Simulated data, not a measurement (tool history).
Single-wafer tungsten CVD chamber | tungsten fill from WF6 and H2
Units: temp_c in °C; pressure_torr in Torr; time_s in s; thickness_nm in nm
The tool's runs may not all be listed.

run 1 hour=0.0 | temp_c=375 pressure_torr=53.2 time_s=34.8 | thickness_nm=79.407
run 2 hour=7.2 | temp_c=377 pressure_torr=53.3 time_s=34.8 | thickness_nm=82.590
run 3 hour=12.6 | temp_c=377 pressure_torr=59.5 time_s=34.8 | thickness_nm=86.445
run 4 hour=21.0 | temp_c=378 pressure_torr=59.6 time_s=34.8 | thickness_nm=88.418
run 5 hour=22.2 | temp_c=379 pressure_torr=59.7 time_s=34.8 | thickness_nm=89.988
run 6 hour=25.8 | temp_c=373 pressure_torr=59.7 time_s=34.8 | thickness_nm=80.699

The next listed run, before its measurement:
run 7 hour=29.0 | temp_c=375 pressure_torr=59.8 time_s=34.8 | thickness_nm=?

{"run 7": {"thickness_nm": 83.491}}
